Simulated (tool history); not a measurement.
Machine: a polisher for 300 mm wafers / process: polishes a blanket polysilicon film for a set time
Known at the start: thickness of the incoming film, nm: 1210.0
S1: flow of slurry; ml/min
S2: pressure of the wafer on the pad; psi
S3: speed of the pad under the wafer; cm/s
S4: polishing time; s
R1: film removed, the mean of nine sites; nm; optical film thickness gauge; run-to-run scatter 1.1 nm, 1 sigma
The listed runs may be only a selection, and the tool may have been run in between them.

run  hour   S1   S2   S3  S4      R1
  1   0.0  205  3.3  108  20  241.12
  2   3.7  205  3.1  104  20  217.19
  3   6.3  205  3.1  104  20  223.45
  4  12.7  205  2.9   98  20  195.57
  5  21.3  205  2.7   94  20  178.67
  6  29.5  205  2.7  114  20  218.69
  7  33.8  205  2.6  108  20  198.46
  8  40.1  205  2.5  104  20  184.63
  9  47.1  205  2.5  104  20  189.62

The next listed run, before its measurement:
 10  48.8  205  2.4  100  20   ?

{"run 10": {"R1": 175.05}}
